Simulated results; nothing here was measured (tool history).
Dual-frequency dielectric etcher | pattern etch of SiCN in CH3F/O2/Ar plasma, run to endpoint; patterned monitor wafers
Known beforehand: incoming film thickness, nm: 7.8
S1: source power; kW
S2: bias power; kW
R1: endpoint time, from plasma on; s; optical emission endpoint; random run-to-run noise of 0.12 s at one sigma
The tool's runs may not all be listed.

Run 1, hour 0: S1 0.45 kW, S2 0.083 kW. Result: R1 18.837 s.
Run 2, hour 1: S1 0.47 kW, S2 0.084 kW. Result: R1 18.792 s.
Run 3, hour 5.4: S1 0.47 kW, S2 0.099 kW. Result: R1 17.562 s.
Run 4, hour 7.2: S1 0.53 kW, S2 0.099 kW. Result: R1 16.975 s.
Run 5, hour 9.3: S1 0.45 kW, S2 0.099 kW. Result: R1 17.754 s.
Run 6, hour 13.6: S1 0.39 kW, S2 0.099 kW. Result: R1 18.974 s.
Run 7, hour 20.2: S1 0.41 kW, S2 0.1 kW. Result: R1 18.3 s.
Run 8, hour 22.8: S1 0.43 kW, S2 0.101 kW. Result: R1 18.229 s.
Run 9, hour 24.4: S1 0.45 kW, S2 0.102 kW. Result: R1 17.981 s.
Run 10, hour 25.7: S1 0.46 kW, S2 0.103 kW. Result: R1 17.538 s.
Run 11, hour 32.3: S1 0.47 kW, S2 0.104 kW. Result: R1 17.236 s.
Run 12, hour 39.6: S1 0.48 kW, S2 0.105 kW. Result: R1 17.232 s.
Run 13, hour 46.2: S1 0.49 kW, S2 0.106 kW. Result: R1 17.048 s.
Run 14, hour 47.9: S1 0.5 kW, S2 0.107 kW. Result: R1 17.079 s.
Run 15, hour 55.6: S1 0.5 kW, S2 0.107 kW. Result: R1 16.987 s.

For run 16, what comes out?
Run 16, hour 61.2: S1 0.51 kW, S2 0.108 kW. Result: R1 ?.

{"run 16": {"R1": 16.839}}
